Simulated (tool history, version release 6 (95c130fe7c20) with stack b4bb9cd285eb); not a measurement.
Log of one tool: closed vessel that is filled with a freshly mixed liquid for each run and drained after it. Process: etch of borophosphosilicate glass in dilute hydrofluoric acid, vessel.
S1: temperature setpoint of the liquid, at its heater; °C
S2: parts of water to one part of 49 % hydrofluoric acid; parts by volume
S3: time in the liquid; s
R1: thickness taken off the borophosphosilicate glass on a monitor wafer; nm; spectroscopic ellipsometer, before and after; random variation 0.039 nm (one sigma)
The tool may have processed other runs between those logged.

run 1 hour=0 | S1=26 S2=180 S3=30 | R1=4.4326
run 2 hour=8.7 | S1=27.5 S2=175 S3=30 | R1=4.8186
run 3 hour=16.7 | S1=25.5 S2=175 S3=30 | R1=4.4798
run 4 hour=18.2 | S1=25.5 S2=175 S3=30 | R1=4.4979
run 5 hour=23 | S1=27 S2=170 S3=30 | R1=4.9768
run 6 hour=27.3 | S1=28.5 S2=170 S3=30 | R1=5.2663
run 7 hour=29.3 | S1=29.5 S2=170 S3=30 | R1=5.4074
run 8 hour=32.5 | S1=30.5 S2=165 S3=30 | R1=5.7857

What will run 9 give?
run 9 hour=40 | S1=31 S2=165 S3=30 | R1=?

For run 9 the tool returned R1 5.9186 nm.
